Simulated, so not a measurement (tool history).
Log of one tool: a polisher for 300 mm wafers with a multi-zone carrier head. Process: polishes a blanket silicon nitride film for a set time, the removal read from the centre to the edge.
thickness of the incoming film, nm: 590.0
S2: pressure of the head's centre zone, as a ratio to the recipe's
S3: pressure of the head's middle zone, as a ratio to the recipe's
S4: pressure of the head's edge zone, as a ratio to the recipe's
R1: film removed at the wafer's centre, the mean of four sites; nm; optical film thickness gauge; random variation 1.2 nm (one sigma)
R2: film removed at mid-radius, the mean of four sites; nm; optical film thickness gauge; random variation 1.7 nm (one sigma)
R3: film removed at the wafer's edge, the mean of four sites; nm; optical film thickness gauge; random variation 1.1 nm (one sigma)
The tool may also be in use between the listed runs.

{"run": 1, "day": 0.0, "flow of slurry (ml/min)": 140, "S2": 1, "S3": 1, "S4": 1, "polishing time (s)": 87, "R1": 111.02, "R2": 112.53, "R3": 116.76}
{"run": 2, "day": 0.088, "flow of slurry (ml/min)": 160, "S2": 1, "S3": 1, "S4": 1, "polishing time (s)": 87, "R1": 115.75, "R2": 114.87, "R3": 122.5}
{"run": 3, "day": 0.225, "flow of slurry (ml/min)": 160, "S2": 1, "S3": 1, "S4": 1, "polishing time (s)": 103, "R1": 140.18, "R2": 137.36, "R3": 143.28}
{"run": 4, "day": 0.412, "flow of slurry (ml/min)": 150, "S2": 0.98, "S3": 1.01, "S4": 1, "polishing time (s)": 103, "R1": 133.88, "R2": 136.53, "R3": 140.07}
{"run": 5, "day": 0.675, "flow of slurry (ml/min)": 140, "S2": 0.96, "S3": 1.02, "S4": 1.01, "polishing time (s)": 103, "R1": 130.02, "R2": 138.69, "R3": 139.8}
{"day": 0.733, "done": "edge zone pressure recalibrated"}
{"run": 6, "day": 0.733, "flow of slurry (ml/min)": 140, "S2": 0.96, "S3": 1.02, "S4": 1.01, "polishing time (s)": 123, "R1": 154.84, "R2": 165.79, "R3": 159.59}

Forecast run 7:
{"run": 7, "day": 0.762, "flow of slurry (ml/min)": 130, "S2": 0.93, "S3": 1.01, "S4": 1, "polishing time (s)": 121, "R1": "?", "R2": "?", "R3": "?"}

Run 7 gave R1 146.06 nm, R2 154.7 nm, R3 158.77 nm.

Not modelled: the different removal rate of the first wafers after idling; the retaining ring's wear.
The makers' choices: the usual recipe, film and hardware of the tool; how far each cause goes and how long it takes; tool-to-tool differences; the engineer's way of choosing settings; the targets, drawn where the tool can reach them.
